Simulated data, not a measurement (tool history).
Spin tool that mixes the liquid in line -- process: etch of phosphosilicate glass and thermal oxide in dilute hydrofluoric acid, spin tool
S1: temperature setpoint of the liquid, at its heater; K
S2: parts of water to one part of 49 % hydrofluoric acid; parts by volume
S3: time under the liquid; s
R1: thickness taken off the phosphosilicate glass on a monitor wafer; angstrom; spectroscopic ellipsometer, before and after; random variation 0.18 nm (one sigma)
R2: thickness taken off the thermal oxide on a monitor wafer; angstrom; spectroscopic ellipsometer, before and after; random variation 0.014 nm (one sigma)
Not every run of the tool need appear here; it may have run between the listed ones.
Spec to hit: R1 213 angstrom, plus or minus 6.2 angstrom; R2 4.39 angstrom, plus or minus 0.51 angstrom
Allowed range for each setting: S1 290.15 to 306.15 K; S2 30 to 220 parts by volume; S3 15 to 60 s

run,day,S1,S2,S3,R1,R2
1,0,298.15,125,30,496.71,9.9723
2,0.217,296.65,135,30,437.72,8.8533
3,0.358,294.15,135,30,394.07,8.3785
4,0.717,294.15,110,30,509.9,9.9987
5,0.946,294.15,110,40,664.19,13.539
6,1,294.15,75,40,1036.3,21.849
7,1.129,294.15,75,40,1020.4,21.157
8,1.221,293.65,100,40,731.58,15.809
9,1.588,293.65,120,40,588.32,12.112
10,1.788,293.15,135,40,510.41,10.397
11,2.021,290.15,185,40,311.97,6.3509
12,2.129,290.15,220,35,223.47,4.6694
13,2.362,290.65,220,35,224.75,4.6243
14,2.525,290.15,220,35,222.37,4.75
15,2.892,290.65,220,35,228.34,4.5189
16,3.242,290.15,220,35,222.03,4.7238
17,3.396,290.65,220,35,228.02,4.5919
18,3.742,290.15,220,35,225.36,4.7457
19,3.975,290.65,220,35,229.38,4.7925
20,4.138,290.15,220,35,219.48,4.5928
21,4.475,290.65,220,35,229.44,4.4126

Exercise: of the 4 proposed moves below, exactly one satisfies all targets within the stated allowed misses. Which move is it?
A,4.812,290.65,210,35,?,?
B,4.812,292.15,210,35,?,?
C,4.812,291.65,210,30,?,?
D,4.812,293.15,220,35,?,?

move,R1,R2
A,239.72,4.9489
B,254.22,5.2481
C,213.7,4.4117
D,249.79,5.1567
A: the biggest miss grows against the last run
B: the biggest miss grows against the last run
C: all results in spec
D: the biggest miss grows against the last run
Correct choice: C, which meets every target

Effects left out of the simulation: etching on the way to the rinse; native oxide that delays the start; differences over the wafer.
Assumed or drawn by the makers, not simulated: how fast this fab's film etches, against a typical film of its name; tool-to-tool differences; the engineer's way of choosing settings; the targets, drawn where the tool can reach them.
